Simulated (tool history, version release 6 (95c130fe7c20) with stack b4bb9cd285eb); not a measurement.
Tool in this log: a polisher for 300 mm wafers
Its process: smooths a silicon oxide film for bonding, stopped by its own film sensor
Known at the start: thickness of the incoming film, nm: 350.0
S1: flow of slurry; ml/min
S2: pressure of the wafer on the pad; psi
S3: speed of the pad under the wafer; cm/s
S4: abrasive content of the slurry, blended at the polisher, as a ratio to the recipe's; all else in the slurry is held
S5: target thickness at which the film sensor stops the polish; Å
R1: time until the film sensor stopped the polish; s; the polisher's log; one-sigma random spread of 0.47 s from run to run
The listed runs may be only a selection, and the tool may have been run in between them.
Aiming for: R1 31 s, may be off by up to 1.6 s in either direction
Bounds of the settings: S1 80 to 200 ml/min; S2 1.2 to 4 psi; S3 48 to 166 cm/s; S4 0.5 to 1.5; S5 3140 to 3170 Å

| run | hour | S1 | S2 | S3 | S4 | S5 | R1 |
|---|---|---|---|---|---|---|---|
| 1 | 0 | 130 | 2.6 | 106 | 1 | 3140 | 53.95 |
| 2 | 4.4 | 130 | 2.8 | 108 | 1 | 3140 | 48.936 |
| 3 | 11.8 | 130 | 2.8 | 108 | 1 | 3170 | 45.327 |
| 4 | 19.9 | 130 | 2.8 | 118 | 1 | 3170 | 42.979 |
| 5 | 27.9 | 130 | 2.8 | 94 | 1 | 3170 | 49.123 |
|  | 33.9 | slurry blender recalibrated |
| 6 | 33.9 | 130 | 2.8 | 94 | 1 | 3140 | 45.916 |
| 7 | 35.1 | 130 | 2.9 | 94 | 1 | 3140 | 42.711 |
| 8 | 43.6 | 130 | 2.9 | 94 | 1 | 3140 | 43.093 |
| 9 | 46.8 | 130 | 3 | 94 | 1 | 3140 | 41.406 |
| 10 | 48.5 | 130 | 3.1 | 94 | 1 | 3140 | 41.23 |
| 11 | 51.7 | 130 | 3.2 | 94 | 1 | 3140 | 39.161 |
| 12 | 53.5 | 130 | 3.2 | 94 | 1 | 3140 | 39.409 |
| 13 | 57.5 | 130 | 3.3 | 94 | 1 | 3140 | 38.988 |
| 14 | 60.6 | 130 | 3.4 | 94 | 1 | 3140 | 37.456 |

Pick the move, out of 5, that brings all results within their allowed miss; only one does.
| A | 63.7 | 135 | 3.2 | 114 | 1 | 3140 | ? |
| B | 63.7 | 130 | 3.8 | 78 | 0.85 | 3170 | ? |
| C | 63.7 | 135 | 3.3 | 104 | 1 | 3170 | ? |
| D | 63.7 | 155 | 3.1 | 108 | 1.05 | 3140 | ? |
| E | 63.7 | 80 | 3.9 | 88 | 1.3 | 3160 | ? |

| move | R1 |
|---|---|
| A | 35.552 |
| B | 36.661 |
| C | 33.34 |
| D | 36.331 |
| E | 31.521 |
A: an improvement on the last run, though not all results are within tolerance
B: an improvement on the last run, though not all results are within tolerance
C: an improvement on the last run, though not all results are within tolerance
D: an improvement on the last run, though not all results are within tolerance
E: in spec on every target
Move E is the one to make.

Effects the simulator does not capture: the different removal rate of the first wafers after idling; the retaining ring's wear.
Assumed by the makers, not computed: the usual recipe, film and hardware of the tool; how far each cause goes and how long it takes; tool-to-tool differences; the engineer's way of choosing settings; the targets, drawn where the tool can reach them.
